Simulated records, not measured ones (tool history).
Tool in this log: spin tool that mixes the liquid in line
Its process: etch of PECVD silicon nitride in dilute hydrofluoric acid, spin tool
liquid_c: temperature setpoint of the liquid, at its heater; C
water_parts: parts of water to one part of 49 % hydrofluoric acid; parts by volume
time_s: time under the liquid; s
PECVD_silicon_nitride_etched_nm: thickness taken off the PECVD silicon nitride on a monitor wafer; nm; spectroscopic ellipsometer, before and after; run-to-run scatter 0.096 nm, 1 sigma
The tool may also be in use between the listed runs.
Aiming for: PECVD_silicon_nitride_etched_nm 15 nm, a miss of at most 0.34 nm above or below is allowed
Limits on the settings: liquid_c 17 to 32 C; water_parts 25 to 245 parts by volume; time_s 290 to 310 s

run,hour,liquid_c,water_parts,time_s,PECVD_silicon_nitride_etched_nm
1,0,24,135,290,7.4889
2,4.9,25.5,130,290,8.4489
3,10.5,25.5,175,290,6.3628
4,17.3,27,160,290,7.5815
5,24.4,24.5,160,290,6.6346
6,28.7,26,145,290,7.8727
7,31.2,27,135,290,9.1405
8,39.6,27,135,290,9.0476
9,47.8,28,130,290,10.005
10,49.7,29,125,290,10.997
11,52.8,29.5,120,290,12.079
12,60.9,30,120,290,12.253
13,66.7,32,105,290,15.856
14,68.3,31.5,105,290,15.622

Of the 4 settings listed for the next run, only one would bring every result within its allowed miss of target. Which one?
A,69.9,29,100,310,?
B,69.9,32,110,310,?
C,69.9,31,95,300,?
D,69.9,31.5,100,295,?

move,PECVD_silicon_nitride_etched_nm
A,14.824
B,16.234
C,17.128
D,16.498
A: meets every target
B: the biggest miss grows against the last run
C: the biggest miss grows against the last run
D: the biggest miss grows against the last run
A meets every target.
